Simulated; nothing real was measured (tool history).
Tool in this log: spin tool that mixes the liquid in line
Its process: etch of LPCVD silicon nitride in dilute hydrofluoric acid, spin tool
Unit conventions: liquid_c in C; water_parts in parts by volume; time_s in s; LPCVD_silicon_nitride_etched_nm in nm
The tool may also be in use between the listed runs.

run  hour  liquid_c  water_parts  time_s  LPCVD_silicon_nitride_etched_nm
  1     0        26           60     310                           2.5012
  2   7.5        26           60     310                           2.4855
  3  12.7        28           55     310                           3.1027
  4  19.3      29.5           55     310                           3.5279
  5  28.3      30.5           55     310                           3.6821
  6  36.5      30.5           55     310                           3.8269
  7  42.7        31           55     310                           3.7817

Run 8 comes next. What will it give?
  8  49.8      31.5           55     310                                ?

{"run 8": {"LPCVD_silicon_nitride_etched_nm": 3.9164}}
